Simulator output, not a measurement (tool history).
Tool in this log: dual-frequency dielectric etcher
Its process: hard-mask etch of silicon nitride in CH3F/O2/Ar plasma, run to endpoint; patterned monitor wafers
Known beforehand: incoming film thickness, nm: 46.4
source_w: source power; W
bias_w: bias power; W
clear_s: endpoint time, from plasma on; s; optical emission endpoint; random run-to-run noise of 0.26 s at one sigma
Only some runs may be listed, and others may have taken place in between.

| run | hour | source_w | bias_w | clear_s |
|---|---|---|---|---|
| 1 | 0 | 360 | 92 | 61.389 |
| 2 | 8.5 | 360 | 109 | 57.689 |
| 3 | 11.3 | 360 | 122 | 55.513 |
| 4 | 13.5 | 390 | 122 | 53.806 |
| 5 | 22 | 450 | 122 | 51.41 |
| 6 | 30.2 | 400 | 110 | 55.747 |
| 7 | 34.7 | 360 | 102 | 58.865 |
| 8 | 36.2 | 330 | 95 | 62.214 |
| 9 | 37 | 310 | 91 | 64.309 |
| 10 | 43 | 290 | 89 | 66.41 |

Run 11 has not been measured yet. What should we expect?
| 11 | 49 | 280 | 88 | ? |

{"run 11": {"clear_s": 67.23}}

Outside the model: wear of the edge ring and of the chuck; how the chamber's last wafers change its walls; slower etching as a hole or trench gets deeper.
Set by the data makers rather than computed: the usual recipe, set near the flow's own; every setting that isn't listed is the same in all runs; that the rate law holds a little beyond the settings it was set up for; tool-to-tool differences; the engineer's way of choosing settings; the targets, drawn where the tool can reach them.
